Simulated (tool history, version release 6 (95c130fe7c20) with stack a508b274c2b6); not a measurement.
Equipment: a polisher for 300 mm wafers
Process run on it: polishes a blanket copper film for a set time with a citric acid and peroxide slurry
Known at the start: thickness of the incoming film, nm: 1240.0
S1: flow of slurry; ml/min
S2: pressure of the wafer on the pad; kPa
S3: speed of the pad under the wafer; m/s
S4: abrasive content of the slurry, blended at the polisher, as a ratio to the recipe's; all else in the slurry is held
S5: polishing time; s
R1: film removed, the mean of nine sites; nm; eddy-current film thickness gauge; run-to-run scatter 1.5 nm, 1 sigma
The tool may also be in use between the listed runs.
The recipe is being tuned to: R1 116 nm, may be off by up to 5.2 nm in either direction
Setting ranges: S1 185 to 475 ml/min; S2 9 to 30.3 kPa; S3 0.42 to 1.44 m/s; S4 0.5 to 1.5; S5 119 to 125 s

run	day	S1	S2	S3	S4	S5	R1
1	0	305	19.3	0.92	1	119	193.07
2	0.117	235	19.3	0.92	1	119	183.63
3	0.425	230	16.5	0.9	1	119	159.91
4	0.621	230	16.5	1	1	119	168.04
5	0.683	230	14.5	0.98	1	119	148.36
6	1.004	230	13.1	0.98	1	119	141.69
7	1.217	230	9	0.94	1	119	99.735
8	1.554	230	9.7	0.94	1	119	106.79

Of the 5 settings listed for the next run, only one would bring every result within its allowed miss of target. Which one?
A	1.892	185	11	1.04	0.95	125	?
B	1.892	195	9.7	0.82	1.1	119	?
C	1.892	265	9	1.02	0.95	121	?
D	1.892	220	11	0.68	1	119	?
E	1.892	225	11.7	0.92	0.75	125	?

move	R1
A	127.61
B	99.997
C	107.09
D	98.372
E	116.7
A: carries the result that was furthest off beyond its target, to the other side
B: lands further from the targets than the last run did
C: no nearer and no further than the last run
D: lands further from the targets than the last run did
E: each result inside its tolerance
The move that meets every target is E.
